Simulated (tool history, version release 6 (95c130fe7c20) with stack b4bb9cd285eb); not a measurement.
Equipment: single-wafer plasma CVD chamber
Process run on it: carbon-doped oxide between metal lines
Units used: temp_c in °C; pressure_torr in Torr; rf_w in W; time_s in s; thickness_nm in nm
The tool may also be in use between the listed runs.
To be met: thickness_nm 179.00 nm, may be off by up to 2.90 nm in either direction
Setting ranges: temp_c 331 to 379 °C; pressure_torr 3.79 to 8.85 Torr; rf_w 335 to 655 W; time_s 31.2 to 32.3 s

{"run": 1, "hour": 0.0, "temp_c": 355, "pressure_torr": 6.32, "rf_w": 495, "time_s": 31.2, "thickness_nm": 158.76}
{"run": 2, "hour": 1.7, "temp_c": 355, "pressure_torr": 6.32, "rf_w": 530, "time_s": 31.2, "thickness_nm": 163.15}
{"run": 3, "hour": 7.4, "temp_c": 364, "pressure_torr": 6.32, "rf_w": 530, "time_s": 31.2, "thickness_nm": 161.08}
{"run": 4, "hour": 8.1, "temp_c": 364, "pressure_torr": 6.32, "rf_w": 530, "time_s": 32.3, "thickness_nm": 166.49}
{"run": 5, "hour": 15.1, "temp_c": 362, "pressure_torr": 6.48, "rf_w": 535, "time_s": 32.3, "thickness_nm": 166.18}
{"run": 6, "hour": 23.1, "temp_c": 362, "pressure_torr": 7.11, "rf_w": 535, "time_s": 32.3, "thickness_nm": 168.03}
{"run": 7, "hour": 27.6, "temp_c": 360, "pressure_torr": 7.14, "rf_w": 540, "time_s": 32.3, "thickness_nm": 171.67}
{"run": 8, "hour": 32.4, "temp_c": 359, "pressure_torr": 7.22, "rf_w": 540, "time_s": 32.3, "thickness_nm": 170.11}
{"run": 9, "hour": 38.5, "temp_c": 358, "pressure_torr": 7.24, "rf_w": 545, "time_s": 32.3, "thickness_nm": 170.88}

Which of these 4 next moves meets every target?
{"run": "A", "hour": 44.6, "temp_c": 355, "pressure_torr": 7.81, "rf_w": 505, "time_s": 31.5, "thickness_nm": "?"}
{"run": "B", "hour": 44.6, "temp_c": 354, "pressure_torr": 6.98, "rf_w": 545, "time_s": 31.7, "thickness_nm": "?"}
{"run": "C", "hour": 44.6, "temp_c": 353, "pressure_torr": 6.89, "rf_w": 575, "time_s": 32.3, "thickness_nm": "?"}
{"run": "D", "hour": 44.6, "temp_c": 375, "pressure_torr": 8.11, "rf_w": 610, "time_s": 31.8, "thickness_nm": "?"}

move=A thickness_nm=164.30
move=B thickness_nm=170.49
move=C thickness_nm=178.39
move=D thickness_nm=173.86
A: the biggest miss grows against the last run
B: roughly where the last run was
C: hits every target within its allowed miss
D: nearer the targets than the last run, but a result is still out of spec
The right move is C.
